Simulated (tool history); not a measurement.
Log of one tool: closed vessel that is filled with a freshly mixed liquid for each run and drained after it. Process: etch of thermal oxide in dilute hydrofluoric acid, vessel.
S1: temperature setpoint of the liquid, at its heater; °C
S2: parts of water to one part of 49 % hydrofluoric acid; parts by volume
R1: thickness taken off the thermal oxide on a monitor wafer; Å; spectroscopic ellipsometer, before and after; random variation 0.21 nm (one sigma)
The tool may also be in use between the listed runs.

run 1 hour=0.0 | S1=22.0 S2=210 time_in_the_liquid_(s)=670 | R1=122.87
run 2 hour=8.8 | S1=23.0 S2=195 time_in_the_liquid_(s)=670 | R1=139.10
run 3 hour=17.0 | S1=24.0 S2=185 time_in_the_liquid_(s)=670 | R1=154.54
run 4 hour=19.2 | S1=24.0 S2=225 time_in_the_liquid_(s)=670 | R1=122.38
run 5 hour=19.9 | S1=25.5 S2=225 time_in_the_liquid_(s)=670 | R1=129.24
run 6 hour=22.4 | S1=26.0 S2=210 time_in_the_liquid_(s)=670 | R1=142.18
run 7 hour=23.4 | S1=26.5 S2=195 time_in_the_liquid_(s)=670 | R1=159.82
run 8 hour=29.5 | S1=27.0 S2=185 time_in_the_liquid_(s)=670 | R1=175.12

The next listed run, before its measurement:
run 9 hour=36.0 | S1=30.0 S2=115 time_in_the_liquid_(s)=670 | R1=?

Run 9 gave R1 339.86 Å.
